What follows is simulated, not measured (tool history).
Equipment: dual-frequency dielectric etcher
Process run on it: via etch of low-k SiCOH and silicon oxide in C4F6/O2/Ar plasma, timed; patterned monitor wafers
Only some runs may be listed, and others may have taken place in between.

run,hour,source power (W),bias power (W),etch time (s),mean etch depth across the wafer (nm)
1,0,360,217,51.5,132.19
2,6.5,360,201,51.5,128.21
3,8.1,360,238,51.5,137.05
4,13.5,360,268,51.5,143.37
5,16.1,360,268,46.5,129.68
6,17.8,420,268,46.5,138.5
7,26.5,430,269,46.5,140.44
8,33.5,430,270,46.5,140.22
9,40.7,430,271,46.5,140.35
10,44.8,430,272,46.5,140.99

Run 11 has not been measured yet. What should we expect?
11,48.4,430,273,46.5,?

Run 11 measured mean etch depth across the wafer (nm) 140.3.
